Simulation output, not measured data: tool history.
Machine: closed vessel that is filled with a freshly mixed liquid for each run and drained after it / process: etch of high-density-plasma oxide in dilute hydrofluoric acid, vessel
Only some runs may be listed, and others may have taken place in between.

run  hour  temperature setpoint of the liquid (K)  parts of water to one part of 49 % hydrofluoric acid (parts by volume)  time in the liquid (s)  thickness taken off the high-density-plasma oxide on a monitor wafer (Å)
  1   0.0                                  293.15                                                                     130                     520                                                                    279.80
  2   9.1                                  293.15                                                                      90                     520                                                                    421.09
  3  16.3                                  294.65                                                                      90                     520                                                                    452.15
  4  21.7                                  296.15                                                                      85                     520                                                                    505.98
  5  23.9                                  296.15                                                                      50                     520                                                                    898.07
  6  26.8                                  293.15                                                                      50                     520                                                                    797.77
  7  29.9                                  292.65                                                                      50                     520                                                                    775.25

Expected results for the next run?
  8  31.5                                  292.15                                                                      50                     520                                                                         ?

thickness taken off the high-density-plasma oxide on a monitor wafer (Å): 764.86

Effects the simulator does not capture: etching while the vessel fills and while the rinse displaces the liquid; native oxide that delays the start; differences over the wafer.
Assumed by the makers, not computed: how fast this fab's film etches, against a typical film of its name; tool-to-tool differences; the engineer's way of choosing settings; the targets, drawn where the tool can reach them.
